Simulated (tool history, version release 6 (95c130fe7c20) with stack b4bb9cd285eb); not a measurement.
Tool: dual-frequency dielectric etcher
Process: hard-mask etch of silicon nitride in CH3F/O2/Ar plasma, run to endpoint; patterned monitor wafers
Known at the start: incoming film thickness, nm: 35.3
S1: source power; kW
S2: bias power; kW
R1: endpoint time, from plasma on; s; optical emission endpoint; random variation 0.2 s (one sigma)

run	hour	S1	S2	R1
1	0.0	0.490	0.078	46.665
2	8.7	0.490	0.072	48.517
3	16.6	0.520	0.074	46.744
4	18.0	0.600	0.074	45.507
5	26.7	0.610	0.078	43.225
6	31.4	0.580	0.078	43.928
7	32.9	0.590	0.079	43.636
8	35.3	0.600	0.080	43.279

Run 9 comes next. What will it give?
9	36.3	0.680	0.092	?

R1: 38.681 s
